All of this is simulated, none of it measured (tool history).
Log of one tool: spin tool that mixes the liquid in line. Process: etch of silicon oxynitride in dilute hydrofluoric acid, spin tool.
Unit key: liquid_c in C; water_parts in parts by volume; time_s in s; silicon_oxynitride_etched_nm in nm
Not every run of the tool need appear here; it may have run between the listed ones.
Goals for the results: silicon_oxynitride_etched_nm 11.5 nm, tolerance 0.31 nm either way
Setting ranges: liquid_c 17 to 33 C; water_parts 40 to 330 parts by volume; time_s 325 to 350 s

| run | hour | liquid_c | water_parts | time_s | silicon_oxynitride_etched_nm |
|---|---|---|---|---|---|
| 1 | 0 | 25 | 185 | 325 | 6.5354 |
| 2 | 3.8 | 25 | 240 | 325 | 4.8826 |
| 3 | 4.6 | 25 | 240 | 325 | 4.8656 |
| 4 | 7.6 | 22 | 240 | 325 | 4.3384 |
| 5 | 9.4 | 24.5 | 215 | 325 | 5.4566 |
| 6 | 13.5 | 26.5 | 195 | 325 | 6.6191 |
| 7 | 16 | 28 | 180 | 325 | 7.7939 |
| 8 | 21.9 | 32 | 145 | 325 | 11.878 |

Next run, 4 choices. One meets every target within its allowed miss, the rest don't. Which?
| A | 27.8 | 33 | 155 | 350 | ? |
| B | 27.8 | 31.5 | 145 | 325 | ? |
| C | 27.8 | 31.5 | 145 | 350 | ? |
| D | 27.8 | 31 | 145 | 350 | ? |

| move | silicon_oxynitride_etched_nm |
|---|---|
| A | 12.292 |
| B | 11.568 |
| C | 12.458 |
| D | 12.194 |
A: the biggest miss grows against the last run
B: all results land within tolerance of their targets
C: the biggest miss grows against the last run
D: the biggest miss grows against the last run
Go with B: it meets all targets.
